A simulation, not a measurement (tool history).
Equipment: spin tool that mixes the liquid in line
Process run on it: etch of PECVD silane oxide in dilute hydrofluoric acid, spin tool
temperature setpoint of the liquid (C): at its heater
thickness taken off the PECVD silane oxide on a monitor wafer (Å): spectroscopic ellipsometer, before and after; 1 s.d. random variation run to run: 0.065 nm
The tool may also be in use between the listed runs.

run  hour  temperature setpoint of the liquid (C)  parts of water to one part of 49 % hydrofluoric acid (parts by volume)  time under the liquid (s)  thickness taken off the PECVD silane oxide on a monitor wafer (Å)
  1     0                                      22                                                                     290                        100                                                             37.281
  2   6.8                                      20                                                                     290                        100                                                              34.68
  3  11.8                                      17                                                                     290                        100                                                             30.733
  4  14.8                                    20.5                                                                     230                        100                                                             46.912
  5  20.8                                      23                                                                     230                        100                                                             51.535
  6  22.7                                      23                                                                     230                         80                                                             41.379

Estimate the outcome of run 7 from the log above:
  7  28.8                                      25                                                                     180                         85                                                                  ?

{"run 7": {"thickness taken off the PECVD silane oxide on a monitor wafer (Å)": 63.496}}

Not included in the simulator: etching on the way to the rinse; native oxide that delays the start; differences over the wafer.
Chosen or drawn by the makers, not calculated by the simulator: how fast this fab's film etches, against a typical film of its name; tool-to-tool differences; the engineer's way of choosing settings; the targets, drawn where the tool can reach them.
